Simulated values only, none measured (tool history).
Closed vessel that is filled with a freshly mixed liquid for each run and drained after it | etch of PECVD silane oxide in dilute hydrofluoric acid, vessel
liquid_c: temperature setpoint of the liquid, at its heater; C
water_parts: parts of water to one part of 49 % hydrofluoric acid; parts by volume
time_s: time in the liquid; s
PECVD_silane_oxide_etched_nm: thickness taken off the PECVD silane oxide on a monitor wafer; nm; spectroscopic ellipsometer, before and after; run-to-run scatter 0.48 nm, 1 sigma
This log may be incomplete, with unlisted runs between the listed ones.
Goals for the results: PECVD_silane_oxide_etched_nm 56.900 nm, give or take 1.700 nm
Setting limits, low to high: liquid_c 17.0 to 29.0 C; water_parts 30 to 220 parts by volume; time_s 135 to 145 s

run,hour,liquid_c,water_parts,time_s,PECVD_silane_oxide_etched_nm
1,0.0,21.0,125,135,19.098
2,8.1,22.5,105,135,25.028
3,11.0,22.5,75,135,36.079
4,15.0,22.5,75,135,36.004
5,21.5,24.0,70,135,41.484
6,24.0,24.0,95,135,29.733
7,25.8,25.0,85,135,34.772
8,26.7,26.0,80,135,39.021
9,28.7,26.5,75,135,42.170
10,33.8,27.0,70,135,46.505
11,38.8,27.5,70,135,46.978
12,42.9,28.0,70,135,48.940
13,49.0,28.5,65,135,53.747
14,53.4,29.0,60,135,59.060
15,55.3,29.0,60,135,59.790

Exactly one of the 4 candidate moves below puts every result within its allowed miss. Which one?
A,57.2,29.0,70,145,?
B,57.2,29.0,65,140,?
C,57.2,28.5,55,135,?
D,57.2,27.0,55,140,?

move,PECVD_silane_oxide_etched_nm
A,54.372
B,56.949
C,64.579
D,63.092
A: pushes the last run's worst result past its target
B: in spec on every target
C: lands further from the targets than the last run did
D: lands further from the targets than the last run did
Move B is the one to make.
